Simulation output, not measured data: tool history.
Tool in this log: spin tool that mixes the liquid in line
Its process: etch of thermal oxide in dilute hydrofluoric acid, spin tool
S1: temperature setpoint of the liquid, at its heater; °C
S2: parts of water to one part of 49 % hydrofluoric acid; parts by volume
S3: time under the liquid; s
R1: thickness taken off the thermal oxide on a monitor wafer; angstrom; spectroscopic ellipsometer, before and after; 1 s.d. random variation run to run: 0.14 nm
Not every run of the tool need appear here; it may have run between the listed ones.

{"run": 1, "day": 0.0, "S1": 24, "S2": 45, "S3": 100, "R1": 107.39}
{"run": 2, "day": 0.3, "S1": 24, "S2": 55, "S3": 100, "R1": 87.366}
{"run": 3, "day": 0.396, "S1": 24, "S2": 50, "S3": 100, "R1": 96.885}
{"run": 4, "day": 0.767, "S1": 25.5, "S2": 50, "S3": 100, "R1": 103.1}
{"run": 5, "day": 0.933, "S1": 26.5, "S2": 50, "S3": 100, "R1": 107.35}
{"run": 6, "day": 1.092, "S1": 24.5, "S2": 50, "S3": 100, "R1": 98.56}
{"run": 7, "day": 1.175, "S1": 25.5, "S2": 50, "S3": 100, "R1": 102.21}

Forecast run 8:
{"run": 8, "day": 1.258, "S1": 29.5, "S2": 35, "S3": 100, "R1": "?"}

Run 8 produced R1 176.43 angstrom.
